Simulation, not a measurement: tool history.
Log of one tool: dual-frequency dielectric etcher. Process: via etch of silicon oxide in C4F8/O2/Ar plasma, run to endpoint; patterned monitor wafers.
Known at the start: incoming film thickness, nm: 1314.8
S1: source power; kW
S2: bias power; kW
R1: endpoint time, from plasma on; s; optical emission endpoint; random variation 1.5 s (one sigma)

| run | day | S1 | S2 | R1 |
|---|---|---|---|---|
| 1 | 0.000 | 2.460 | 2.384 | 222.94 |
| 2 | 0.333 | 2.380 | 2.364 | 223.30 |
| 3 | 0.633 | 2.280 | 2.329 | 227.30 |
| 4 | 0.967 | 2.200 | 2.297 | 226.47 |
| 5 | 1.042 | 2.120 | 2.188 | 234.92 |
| 6 | 1.092 | 2.410 | 2.188 | 226.70 |
|  | 1.467 | bias power generator calibrated |
| 7 | 1.467 | 2.320 | 2.148 | 231.10 |
| 8 | 1.729 | 2.320 | 2.148 | 234.85 |

The next listed run, before its measurement:
| 9 | 1.788 | 2.280 | 2.126 | ? |

{"run 9": {"R1": 235.81}}
